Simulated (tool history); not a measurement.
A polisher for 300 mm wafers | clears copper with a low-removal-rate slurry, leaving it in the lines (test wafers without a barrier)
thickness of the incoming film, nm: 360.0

run,hour,flow of slurry (ml/min),pressure of the wafer on the pad (psi),speed of the pad under the wafer (cm/s),abrasive content of the slurry,overpolish time after the end point (s),time until the end point was called (s),dishing of a wide line in a test structure (Å)
1,0,305,3.9,116,1,14,62.954,516.22
2,6.6,305,4.5,116,1,14,54.361,586.49
3,10.2,305,4.5,88,1,14,67.482,507.69
4,18.3,285,4.2,104,0.95,12,64.721,466.12
5,24.1,320,3.8,116,1.05,11,63.819,421.08
6,30.1,350,3.5,126,1.15,10,64.583,386.49
7,31.9,375,3.3,136,1.2,9,64.784,354.97
8,36.9,395,3.2,144,1.25,8,61.712,325.85
9,43.9,410,3.1,150,1.3,7,63.572,285.41
10,46.7,420,3.2,152,1.35,6,60.737,265.51
11,48.3,420,3.3,152,1.35,6,55.871,270.49

Forecast run 12:
12,55.3,420,3.6,150,1.35,4,?,?

time until the end point was called (s): 52.45
dishing of a wide line in a test structure (Å): 201.19
